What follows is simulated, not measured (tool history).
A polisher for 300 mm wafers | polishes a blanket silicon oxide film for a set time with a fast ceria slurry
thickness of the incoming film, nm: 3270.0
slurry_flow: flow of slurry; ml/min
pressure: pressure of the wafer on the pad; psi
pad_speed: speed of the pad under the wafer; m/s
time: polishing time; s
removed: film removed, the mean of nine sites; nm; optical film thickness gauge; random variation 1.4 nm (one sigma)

run,hour,slurry_flow,pressure,pad_speed,time,removed
1,0,295,3.2,0.8,24,290.5
2,4.4,295,3.2,0.8,21,255.49
3,8.9,295,3.6,0.8,21,289.07
4,10.2,295,3.6,0.96,21,342.29
5,13.9,295,3.6,0.78,21,280.67
6,17.7,290,3.5,0.78,21,271.23
7,25.6,265,2.8,0.78,21,216.92
8,28.4,270,2.8,0.78,21,219.54
9,30.9,275,2.8,0.78,21,218.32
10,32.3,280,2.8,0.78,21,218.58
11,38.4,285,2.8,0.78,21,220.88

The next listed run, before its measurement:
12,38.9,285,2.8,0.78,21,?

{"run 12": {"removed": 217.12}}
